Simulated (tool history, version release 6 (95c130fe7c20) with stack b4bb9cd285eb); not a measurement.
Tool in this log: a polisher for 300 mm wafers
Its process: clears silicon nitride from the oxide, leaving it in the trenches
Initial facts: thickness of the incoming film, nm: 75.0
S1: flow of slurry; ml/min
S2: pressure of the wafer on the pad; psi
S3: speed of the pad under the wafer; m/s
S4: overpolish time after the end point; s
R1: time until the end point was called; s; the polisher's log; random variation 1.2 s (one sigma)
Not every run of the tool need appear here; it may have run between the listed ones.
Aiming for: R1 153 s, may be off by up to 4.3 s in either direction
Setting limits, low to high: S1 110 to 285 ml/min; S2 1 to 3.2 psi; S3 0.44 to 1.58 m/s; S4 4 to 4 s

run  hour   S1   S2    S3  S4      R1
  1     0  180  2.1     1   4  120.28
  2   5.5  180  2.1  1.22   4  99.623
  3    14  180  2.1  1.22   4  98.248
  4  14.7  175    2  1.22   4  103.07
  5  21.2  220    2  1.22   4   101.8
  6    24  265    2  1.22   4  98.904
  7  31.4  265  1.9  1.22   4  103.91
  8  40.4  265  1.8  1.22   4  110.47
  9  41.9  265  1.7  1.22   4  116.17
 10  50.2  215  1.1  1.22   4  180.25

Below are 4 possible settings for the next run. Only one of them brings all results inside the allowed miss of their targets. Which is it?
  A  58.5  200  1.2   1.4   4   ?
  B  58.5  170  1.4  1.24   4   ?
  C  58.5  205  1.3  1.24   4   ?
  D  58.5  255  1.3  1.14   4   ?

move      R1
   A  145.68
   B  144.41
   C  151.58
   D  160.84
A: the result that was furthest off in the last run now lies on the other side of its target
B: the result that was furthest off in the last run now lies on the other side of its target
C: meets every target
D: an improvement on the last run, though not all results are within tolerance
C is the move that brings every result within its allowed miss.

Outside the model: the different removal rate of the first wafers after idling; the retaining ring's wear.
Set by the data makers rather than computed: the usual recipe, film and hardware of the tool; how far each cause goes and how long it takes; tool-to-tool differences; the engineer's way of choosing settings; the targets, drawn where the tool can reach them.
